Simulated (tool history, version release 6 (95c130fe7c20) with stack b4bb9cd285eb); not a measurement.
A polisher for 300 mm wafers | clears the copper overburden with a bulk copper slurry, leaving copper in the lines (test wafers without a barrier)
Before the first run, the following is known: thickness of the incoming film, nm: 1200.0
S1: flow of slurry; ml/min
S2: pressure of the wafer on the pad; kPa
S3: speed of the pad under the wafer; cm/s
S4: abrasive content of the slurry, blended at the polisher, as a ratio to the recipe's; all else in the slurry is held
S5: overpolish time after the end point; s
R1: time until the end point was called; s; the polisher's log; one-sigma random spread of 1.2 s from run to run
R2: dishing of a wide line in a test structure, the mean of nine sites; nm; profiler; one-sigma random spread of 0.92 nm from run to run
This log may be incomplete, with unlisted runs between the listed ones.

| run | hour | S1 | S2 | S3 | S4 | S5 | R1 | R2 |
|---|---|---|---|---|---|---|---|---|
| 1 | 0.0 | 180 | 14.5 | 136 | 1.0 | 8 | 119.54 | 46.086 |
| 2 | 6.1 | 185 | 15.2 | 136 | 1.0 | 7 | 117.52 | 44.341 |
| 3 | 11.1 | 185 | 16.5 | 138 | 1.0 | 6 | 106.65 | 43.017 |
| 4 | 15.0 | 165 | 16.5 | 138 | 1.0 | 6 | 104.96 | 42.226 |
| 5 | 20.1 | 165 | 16.5 | 138 | 1.0 | 5 | 106.83 | 36.237 |
| 6 | 21.9 | 165 | 16.5 | 138 | 1.0 | 2 | 104.90 | 15.887 |

For run 7, what comes out?
| 7 | 25.1 | 165 | 17.9 | 134 | 1.0 | 3 | ? | ? |

{"run 7": {"R1": 101.85, "R2": 24.257}}
